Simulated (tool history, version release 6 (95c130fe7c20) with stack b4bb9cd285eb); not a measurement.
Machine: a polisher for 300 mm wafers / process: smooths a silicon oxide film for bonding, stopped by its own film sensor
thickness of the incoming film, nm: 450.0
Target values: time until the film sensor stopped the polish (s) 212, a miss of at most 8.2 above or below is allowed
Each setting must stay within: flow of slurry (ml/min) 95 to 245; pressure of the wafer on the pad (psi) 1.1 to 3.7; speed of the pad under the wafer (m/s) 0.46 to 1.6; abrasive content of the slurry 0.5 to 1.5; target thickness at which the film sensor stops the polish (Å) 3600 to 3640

run,day,flow of slurry (ml/min),pressure of the wafer on the pad (psi),speed of the pad under the wafer (m/s),abrasive content of the slurry,target thickness at which the film sensor stops the polish (Å),time until the film sensor stopped the polish (s)
1,0,155,2.4,1.02,1,3640,123.02
2,0.204,155,2.4,1.02,1,3640,123.66
3,0.433,155,2,1.02,1,3640,136.12
4,0.588,155,2,1.02,1.2,3640,127.07
5,0.621,150,1.7,0.94,1.2,3640,150.53
6,0.85,150,1.7,0.78,1.2,3640,172.74
7,1.062,145,1.5,0.78,1.2,3640,186.11
8,1.108,140,1.1,0.76,1.2,3640,225.31

4 candidate next runs follow, results not yet known. Just one meets every target within its allowed miss. Identify it.
A,1.154,170,1.5,0.74,0.95,3640,?
B,1.154,115,1.6,0.74,1.15,3640,?
C,1.154,145,1.3,0.84,1.15,3640,?
D,1.154,220,1.1,0.78,1.05,3600,?

move,time until the film sensor stopped the polish (s)
A,211.6
B,198.79
C,190.94
D,226.04
A: hits every target within its allowed miss
B: the result that was furthest off in the last run now lies on the other side of its target
C: the result that was furthest off in the last run now lies on the other side of its target
D: lands further from the targets than the last run did
A meets every target.

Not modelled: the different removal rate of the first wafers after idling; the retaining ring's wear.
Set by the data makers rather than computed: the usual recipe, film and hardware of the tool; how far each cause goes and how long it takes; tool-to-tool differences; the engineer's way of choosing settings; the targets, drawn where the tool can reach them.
